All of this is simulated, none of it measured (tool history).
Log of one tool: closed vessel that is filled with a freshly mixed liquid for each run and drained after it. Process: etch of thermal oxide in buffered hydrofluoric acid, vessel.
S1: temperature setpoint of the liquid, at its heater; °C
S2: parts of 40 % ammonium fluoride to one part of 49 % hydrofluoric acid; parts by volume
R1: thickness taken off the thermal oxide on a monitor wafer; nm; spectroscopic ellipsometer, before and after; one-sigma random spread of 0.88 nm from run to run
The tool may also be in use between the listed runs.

run 1 hour=0 | S1=24 S2=10.5 time_in_the_liquid_(s)=100 | R1=116.19
run 2 hour=6.5 | S1=22.5 S2=10.5 time_in_the_liquid_(s)=100 | R1=107.98
run 3 hour=12.3 | S1=22.5 S2=13 time_in_the_liquid_(s)=100 | R1=88.152
run 4 hour=14.4 | S1=22.5 S2=16 time_in_the_liquid_(s)=100 | R1=72.609
run 5 hour=21.9 | S1=25 S2=15.5 time_in_the_liquid_(s)=100 | R1=84.132
run 6 hour=23.8 | S1=23 S2=15.5 time_in_the_liquid_(s)=100 | R1=76.044
run 7 hour=29.1 | S1=25.5 S2=14.5 time_in_the_liquid_(s)=100 | R1=92.888
run 8 hour=30 | S1=29.5 S2=12.5 time_in_the_liquid_(s)=100 | R1=133.95

Forecast run 9:
run 9 hour=33.8 | S1=30 S2=12.5 time_in_the_liquid_(s)=100 | R1=?

{"run 9": {"R1": 136.12}}
